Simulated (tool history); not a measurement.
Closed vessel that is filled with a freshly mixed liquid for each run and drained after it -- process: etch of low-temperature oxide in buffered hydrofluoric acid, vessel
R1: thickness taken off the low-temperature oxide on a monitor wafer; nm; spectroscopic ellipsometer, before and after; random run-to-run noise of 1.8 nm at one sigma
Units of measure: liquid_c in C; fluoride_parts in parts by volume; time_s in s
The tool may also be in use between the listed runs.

run 1 hour=0.0 | liquid_c=24.0 fluoride_parts=20.5 time_s=95 | R1=230.26
run 2 hour=5.3 | liquid_c=25.5 fluoride_parts=18.5 time_s=95 | R1=272.94
run 3 hour=12.8 | liquid_c=25.5 fluoride_parts=24.0 time_s=95 | R1=223.43
run 4 hour=15.9 | liquid_c=26.5 fluoride_parts=21.5 time_s=95 | R1=253.95
run 5 hour=24.9 | liquid_c=27.5 fluoride_parts=19.0 time_s=95 | R1=297.97
run 6 hour=26.9 | liquid_c=28.5 fluoride_parts=17.5 time_s=95 | R1=338.55
run 7 hour=32.5 | liquid_c=32.0 fluoride_parts=11.0 time_s=95 | R1=642.89

Run 8 comes next. What will it give?
run 8 hour=41.4 | liquid_c=31.5 fluoride_parts=11.0 time_s=95 | R1=?

R1: 623.76 nm

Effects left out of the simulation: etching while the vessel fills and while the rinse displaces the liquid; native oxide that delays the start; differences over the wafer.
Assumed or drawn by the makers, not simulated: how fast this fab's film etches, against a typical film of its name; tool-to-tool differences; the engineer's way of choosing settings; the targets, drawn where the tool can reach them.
